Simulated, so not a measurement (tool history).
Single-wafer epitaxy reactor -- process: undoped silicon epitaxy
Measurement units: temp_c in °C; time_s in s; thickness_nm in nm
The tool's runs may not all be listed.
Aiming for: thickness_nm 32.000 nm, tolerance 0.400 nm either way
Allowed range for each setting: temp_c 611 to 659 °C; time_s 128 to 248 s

run,hour,temp_c,time_s,thickness_nm
1,0.0,635,188,22.469
2,1.4,629,188,19.804
3,2.7,620,188,16.412
4,9.7,611,188,13.408
# hour 14.3: pyrometer calibrated
5,14.3,611,175,13.296
6,16.2,621,176,16.615
7,21.7,628,177,19.427
8,24.6,633,178,21.855

Exactly one of the 4 candidate moves below puts every result within its allowed miss. Which one?
A,27.5,637,198,?
B,27.5,641,180,?
C,27.5,623,154,?
D,27.5,650,184,?

move,thickness_nm
A,26.314
B,25.996
C,15.214
D,31.963
A: nearer the targets than the last run, but a result is still out of spec
B: nearer the targets than the last run, but a result is still out of spec
C: its largest miss is bigger than the last run's
D: meets every target
So the answer is move D, the one that meets all the targets.

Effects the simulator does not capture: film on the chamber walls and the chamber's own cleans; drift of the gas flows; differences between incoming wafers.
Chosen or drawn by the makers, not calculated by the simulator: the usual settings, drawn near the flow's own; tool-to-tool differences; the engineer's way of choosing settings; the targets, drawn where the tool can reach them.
